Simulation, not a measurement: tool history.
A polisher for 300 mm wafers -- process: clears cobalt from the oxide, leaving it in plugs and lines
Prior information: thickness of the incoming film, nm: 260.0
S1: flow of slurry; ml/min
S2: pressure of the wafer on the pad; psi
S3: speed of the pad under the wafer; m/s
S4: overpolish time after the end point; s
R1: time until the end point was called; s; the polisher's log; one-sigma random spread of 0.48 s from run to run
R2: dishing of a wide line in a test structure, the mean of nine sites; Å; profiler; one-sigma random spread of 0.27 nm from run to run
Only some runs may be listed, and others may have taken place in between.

Run 1, hour 0.0: S1 145 ml/min, S2 2.0 psi, S3 0.84 m/s, S4 12 s. Result: R1 62.025 s, R2 385.87 Å.
Run 2, hour 5.9: S1 145 ml/min, S2 2.0 psi, S3 0.84 m/s, S4 16 s. Result: R1 62.428 s, R2 480.03 Å.
Run 3, hour 12.5: S1 145 ml/min, S2 1.5 psi, S3 0.84 m/s, S4 16 s. Result: R1 82.836 s, R2 393.21 Å.
Run 4, hour 18.2: S1 145 ml/min, S2 1.6 psi, S3 0.82 m/s, S4 15 s. Result: R1 78.165 s, R2 389.98 Å.
Run 5, hour 19.7: S1 145 ml/min, S2 1.6 psi, S3 0.82 m/s, S4 18 s. Result: R1 79.814 s, R2 442.62 Å.
Run 6, hour 21.5: S1 145 ml/min, S2 1.6 psi, S3 0.62 m/s, S4 18 s. Result: R1 100.220 s, R2 376.94 Å.
Run 7, hour 23.5: S1 150 ml/min, S2 1.7 psi, S3 0.60 m/s, S4 17 s. Result: R1 94.318 s, R2 372.55 Å.
Run 8, hour 24.5: S1 155 ml/min, S2 1.8 psi, S3 0.58 m/s, S4 16 s. Result: R1 94.292 s, R2 361.67 Å.
Run 9, hour 26.3: S1 155 ml/min, S2 1.8 psi, S3 0.58 m/s, S4 16 s. Result: R1 91.917 s, R2 367.39 Å.

What will run 10 give?
Run 10, hour 34.2: S1 150 ml/min, S2 1.9 psi, S3 0.60 m/s, S4 15 s. Result: R1 ?, R2 ?.

Run 10 produced R1 84.768 s, R2 370.50 Å.
